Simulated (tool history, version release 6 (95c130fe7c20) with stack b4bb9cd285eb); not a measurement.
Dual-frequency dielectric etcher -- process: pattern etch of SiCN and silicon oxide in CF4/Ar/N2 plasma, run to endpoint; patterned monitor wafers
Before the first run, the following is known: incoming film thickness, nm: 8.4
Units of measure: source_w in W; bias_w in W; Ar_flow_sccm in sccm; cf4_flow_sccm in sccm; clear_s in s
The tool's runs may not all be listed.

run 1 day=0.000 | source_w=420 bias_w=67 Ar_flow_sccm=77 cf4_flow_sccm=76 | clear_s=10.7380
run 2 day=0.217 | source_w=420 bias_w=67 Ar_flow_sccm=77 cf4_flow_sccm=63 | clear_s=10.8330
run 3 day=0.258 | source_w=450 bias_w=68 Ar_flow_sccm=77 cf4_flow_sccm=63 | clear_s=10.2420
run 4 day=0.588 | source_w=470 bias_w=69 Ar_flow_sccm=76 cf4_flow_sccm=63 | clear_s=9.5685
run 5 day=0.692 | source_w=490 bias_w=69 Ar_flow_sccm=76 cf4_flow_sccm=63 | clear_s=9.3466
run 6 day=0.950 | source_w=490 bias_w=69 Ar_flow_sccm=64 cf4_flow_sccm=63 | clear_s=9.1468
run 7 day=1.012 | source_w=500 bias_w=69 Ar_flow_sccm=64 cf4_flow_sccm=63 | clear_s=8.9136

For run 8, what comes out?
run 8 day=1.371 | source_w=510 bias_w=69 Ar_flow_sccm=64 cf4_flow_sccm=63 | clear_s=?

{"run 8": {"clear_s": 8.9098}}
